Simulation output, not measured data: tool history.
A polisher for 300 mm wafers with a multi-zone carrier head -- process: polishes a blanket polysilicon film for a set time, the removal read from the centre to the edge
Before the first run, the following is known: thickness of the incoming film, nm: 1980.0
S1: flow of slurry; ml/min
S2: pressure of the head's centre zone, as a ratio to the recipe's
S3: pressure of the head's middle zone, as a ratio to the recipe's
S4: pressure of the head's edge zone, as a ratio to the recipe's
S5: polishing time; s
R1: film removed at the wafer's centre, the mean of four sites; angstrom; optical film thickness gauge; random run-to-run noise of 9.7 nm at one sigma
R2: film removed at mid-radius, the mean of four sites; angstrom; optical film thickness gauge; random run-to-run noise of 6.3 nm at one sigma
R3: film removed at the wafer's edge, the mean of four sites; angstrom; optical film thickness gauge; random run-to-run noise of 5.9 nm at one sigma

Run 1, hour 0: S1 190 ml/min, S2 1, S3 1, S4 1, S5 81 s. Result: R1 6234.6 angstrom, R2 6337.5 angstrom, R3 6369.6 angstrom.
Run 2, hour 2.1: S1 195 ml/min, S2 1, S3 1, S4 1.02, S5 82 s. Result: R1 6432.6 angstrom, R2 6446.2 angstrom, R3 6513.2 angstrom.
Run 3, hour 7: S1 200 ml/min, S2 0.99, S3 1, S4 1.04, S5 83 s. Result: R1 6449.5 angstrom, R2 6568.5 angstrom, R3 6677.7 angstrom.
Run 4, hour 11.9: S1 200 ml/min, S2 1.05, S3 1, S4 1.04, S5 83 s. Result: R1 6846.5 angstrom, R2 6530.9 angstrom, R3 6720.8 angstrom.
Run 5, hour 19.9: S1 205 ml/min, S2 1.04, S3 1, S4 1.06, S5 83 s. Result: R1 6854.3 angstrom, R2 6579.7 angstrom, R3 6739.1 angstrom.
Run 6, hour 21.6: S1 205 ml/min, S2 1.03, S3 1, S4 1.07, S5 84 s. Result: R1 7015.2 angstrom, R2 6673 angstrom, R3 6884.4 angstrom.

Expected results for the next run?
Run 7, hour 27.3: S1 205 ml/min, S2 1.01, S3 1, S4 1.08, S5 85 s. Result: R1 ?, R2 ?, R3 ?.

R1: 6989.9 angstrom
R2: 6705.7 angstrom
R3: 6973.4 angstrom
